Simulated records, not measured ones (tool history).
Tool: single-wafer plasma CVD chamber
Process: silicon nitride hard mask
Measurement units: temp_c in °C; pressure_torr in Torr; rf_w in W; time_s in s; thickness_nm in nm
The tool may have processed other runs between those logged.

run	hour	temp_c	pressure_torr	rf_w	time_s	thickness_nm
1	0.0	415	1.55	330	31.8	38.732
2	6.7	415	1.27	330	31.8	35.375
3	11.8	415	1.43	330	31.8	37.089
4	16.5	415	1.43	330	31.8	36.965
5	20.7	415	1.49	330	31.8	37.776
6	29.6	415	1.22	330	31.8	34.761
7	32.6	415	1.30	330	31.8	35.573
8	39.7	415	1.37	330	31.8	36.403
9	47.8	415	1.44	330	31.8	37.102
10	49.6	415	1.50	330	31.8	38.174
11	55.0	415	1.54	330	31.8	38.483
12	59.5	415	1.58	330	31.8	38.854
13	61.6	415	1.62	330	31.8	39.307

The next listed run, before its measurement:
14	67.5	415	1.66	330	31.8	?

Run 14 came out at thickness_nm 39.589 nm.

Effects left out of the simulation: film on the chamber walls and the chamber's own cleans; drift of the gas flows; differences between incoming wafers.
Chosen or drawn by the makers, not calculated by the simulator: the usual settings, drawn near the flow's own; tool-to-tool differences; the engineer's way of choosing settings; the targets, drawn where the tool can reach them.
